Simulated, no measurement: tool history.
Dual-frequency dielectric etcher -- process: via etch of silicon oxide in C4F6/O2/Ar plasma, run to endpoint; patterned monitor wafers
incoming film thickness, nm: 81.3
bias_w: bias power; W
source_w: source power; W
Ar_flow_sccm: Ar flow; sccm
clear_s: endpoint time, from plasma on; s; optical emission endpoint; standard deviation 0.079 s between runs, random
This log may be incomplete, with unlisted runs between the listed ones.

Run 1, day 0: bias_w 321 W, source_w 430 W, Ar_flow_sccm 288 sccm. Result: clear_s 18.627 s.
Run 2, day 0.275: bias_w 336 W, source_w 430 W, Ar_flow_sccm 288 sccm. Result: clear_s 18.26 s.
Run 3, day 0.592: bias_w 336 W, source_w 430 W, Ar_flow_sccm 246 sccm. Result: clear_s 17.89 s.
Run 4, day 0.838: bias_w 366 W, source_w 430 W, Ar_flow_sccm 246 sccm. Result: clear_s 17.398 s.
Run 5, day 0.871: bias_w 366 W, source_w 360 W, Ar_flow_sccm 246 sccm. Result: clear_s 18.808 s.
Run 6, day 1.138: bias_w 382 W, source_w 360 W, Ar_flow_sccm 246 sccm. Result: clear_s 18.492 s.

For run 7, what comes out?
Run 7, day 1.175: bias_w 395 W, source_w 360 W, Ar_flow_sccm 246 sccm. Result: clear_s ?.

{"run 7": {"clear_s": 18.326}}
